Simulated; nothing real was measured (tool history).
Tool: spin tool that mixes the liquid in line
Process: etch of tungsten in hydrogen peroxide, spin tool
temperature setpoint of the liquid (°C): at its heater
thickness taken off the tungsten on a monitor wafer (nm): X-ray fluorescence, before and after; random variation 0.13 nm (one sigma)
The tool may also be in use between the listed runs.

| run | hour | temperature setpoint of the liquid (°C) | concentration of hydrogen peroxide in the mixed liquid (% by weight) | time under the liquid (s) | thickness taken off the tungsten on a monitor wafer (nm) |
|---|---|---|---|---|---|
| 1 | 0 | 57 | 20 | 15 | 61.028 |
| 2 | 5.2 | 57 | 20 | 15 | 61.46 |
| 3 | 13.2 | 56.5 | 20 | 15 | 59.236 |
| 4 | 14.3 | 56 | 20 | 15 | 57.583 |
| 5 | 16.7 | 56 | 20 | 15 | 57.551 |
| 6 | 17.3 | 55.5 | 20 | 15 | 55.962 |
| 7 | 18.7 | 55 | 20 | 15 | 54.161 |
| 8 | 21.6 | 54.5 | 20 | 15 | 52.702 |
| 9 | 27.4 | 54 | 20 | 15 | 51.089 |
| 10 | 34.9 | 53.5 | 20 | 15 | 49.551 |
| 11 | 36.1 | 53 | 20 | 15 | 48.198 |
| 12 | 37.6 | 52 | 20 | 15 | 45.201 |

The next listed run, before its measurement:
| 13 | 41.6 | 51.5 | 20 | 15 | ? |

{"run 13": {"thickness taken off the tungsten on a monitor wafer (nm)": 44.023}}
